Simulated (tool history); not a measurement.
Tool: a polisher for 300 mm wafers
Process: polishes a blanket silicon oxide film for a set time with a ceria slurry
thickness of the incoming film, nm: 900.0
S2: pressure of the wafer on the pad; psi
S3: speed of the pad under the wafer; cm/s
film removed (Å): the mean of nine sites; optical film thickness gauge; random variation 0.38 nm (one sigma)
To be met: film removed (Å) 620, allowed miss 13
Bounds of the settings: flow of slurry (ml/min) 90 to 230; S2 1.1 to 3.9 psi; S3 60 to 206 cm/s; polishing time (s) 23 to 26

{"run": 1, "hour": 0.0, "flow of slurry (ml/min)": 150, "S2": 2.5, "S3": 132, "polishing time (s)": 26, "film removed (Å)": 1004.5}
{"run": 2, "hour": 1.6, "flow of slurry (ml/min)": 185, "S2": 2.5, "S3": 132, "polishing time (s)": 26, "film removed (Å)": 1036}
{"run": 3, "hour": 3.5, "flow of slurry (ml/min)": 180, "S2": 2.4, "S3": 132, "polishing time (s)": 26, "film removed (Å)": 1005.6}
{"run": 4, "hour": 4.1, "flow of slurry (ml/min)": 180, "S2": 2.4, "S3": 120, "polishing time (s)": 26, "film removed (Å)": 924.53}
{"run": 5, "hour": 11.8, "flow of slurry (ml/min)": 180, "S2": 2.7, "S3": 120, "polishing time (s)": 26, "film removed (Å)": 1020.7}
{"run": 6, "hour": 12.4, "flow of slurry (ml/min)": 175, "S2": 2.6, "S3": 120, "polishing time (s)": 26, "film removed (Å)": 982.08}
{"run": 7, "hour": 19.0, "flow of slurry (ml/min)": 175, "S2": 2.6, "S3": 120, "polishing time (s)": 26, "film removed (Å)": 984.07}
{"run": 8, "hour": 26.9, "flow of slurry (ml/min)": 170, "S2": 2.5, "S3": 120, "polishing time (s)": 26, "film removed (Å)": 944.56}

Which of these 5 next moves meets every target?
{"run": "A", "hour": 34.8, "flow of slurry (ml/min)": 175, "S2": 2.1, "S3": 100, "polishing time (s)": 23, "film removed (Å)": "?"}
{"run": "B", "hour": 34.8, "flow of slurry (ml/min)": 200, "S2": 1.3, "S3": 142, "polishing time (s)": 26, "film removed (Å)": "?"}
{"run": "C", "hour": 34.8, "flow of slurry (ml/min)": 185, "S2": 2.5, "S3": 72, "polishing time (s)": 23, "film removed (Å)": "?"}
{"run": "D", "hour": 34.8, "flow of slurry (ml/min)": 160, "S2": 1.8, "S3": 100, "polishing time (s)": 26, "film removed (Å)": "?"}
{"run": "E", "hour": 34.8, "flow of slurry (ml/min)": 145, "S2": 2.5, "S3": 76, "polishing time (s)": 23, "film removed (Å)": "?"}

move=A film_removed_(Å)=615.63
move=B film_removed_(Å)=589.72
move=C film_removed_(Å)=575.48
move=D film_removed_(Å)=594.61
move=E film_removed_(Å)=583.31
A: meets every target
B: takes the result that was furthest off past its target
C: takes the result that was furthest off past its target
D: takes the result that was furthest off past its target
E: takes the result that was furthest off past its target
Move A is the one to make.

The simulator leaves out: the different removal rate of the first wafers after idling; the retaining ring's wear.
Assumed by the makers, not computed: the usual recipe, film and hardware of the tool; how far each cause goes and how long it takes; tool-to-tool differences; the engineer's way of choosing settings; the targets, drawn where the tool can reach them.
